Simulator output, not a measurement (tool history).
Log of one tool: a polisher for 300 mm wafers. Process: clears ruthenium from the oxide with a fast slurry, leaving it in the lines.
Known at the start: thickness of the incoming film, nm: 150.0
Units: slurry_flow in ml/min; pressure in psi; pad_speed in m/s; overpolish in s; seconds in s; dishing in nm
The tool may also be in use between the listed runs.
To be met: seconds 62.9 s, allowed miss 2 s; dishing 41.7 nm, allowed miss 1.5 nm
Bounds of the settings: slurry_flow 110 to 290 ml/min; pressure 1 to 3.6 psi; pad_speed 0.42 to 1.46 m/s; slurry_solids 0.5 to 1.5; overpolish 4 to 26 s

| run | hour | slurry_flow | pressure | pad_speed | slurry_solids | overpolish | seconds | dishing |
|---|---|---|---|---|---|---|---|---|
| 1 | 0 | 185 | 2.3 | 0.94 | 1 | 13 | 63.295 | 31.158 |
| 2 | 1.3 | 185 | 2.3 | 0.78 | 1 | 13 | 75.181 | 26.9 |
| 3 | 7.9 | 185 | 2.3 | 0.78 | 0.8 | 13 | 86.014 | 23.731 |
| 4 | 13.3 | 185 | 2.5 | 0.78 | 0.8 | 13 | 80.836 | 24.691 |
| 5 | 22.1 | 140 | 2.5 | 0.78 | 0.8 | 13 | 84.742 | 23.417 |
| 6 | 26.5 | 140 | 2.5 | 0.78 | 1 | 13 | 74.914 | 26.444 |
| 7 | 33.2 | 130 | 3 | 0.78 | 1 | 18 | 68.249 | 38.904 |
| 8 | 40.2 | 140 | 3 | 0.78 | 1 | 18 | 67.787 | 40.382 |
| 9 | 48.2 | 150 | 3 | 0.78 | 1 | 18 | 65.999 | 40.535 |
| 10 | 54.7 | 155 | 3 | 0.78 | 1 | 18 | 66.165 | 40.758 |

Which of these 4 next moves meets every target?
| A | 61.2 | 120 | 3.3 | 0.72 | 1.05 | 19 | ? | ? |
| B | 61.2 | 125 | 2.9 | 0.66 | 1.5 | 19 | ? | ? |
| C | 61.2 | 195 | 2.1 | 0.9 | 1 | 20 | ? | ? |
| D | 61.2 | 130 | 3.1 | 0.82 | 1 | 18 | ? | ? |

| move | seconds | dishing |
|---|---|---|
| A | 68.511 | 40.591 |
| B | 68.315 | 40.694 |
| C | 68.646 | 42.397 |
| D | 63.49 | 41.39 |
A: further off than the last run
B: further off than the last run
C: further off than the last run
D: meets every target
The right move is D.
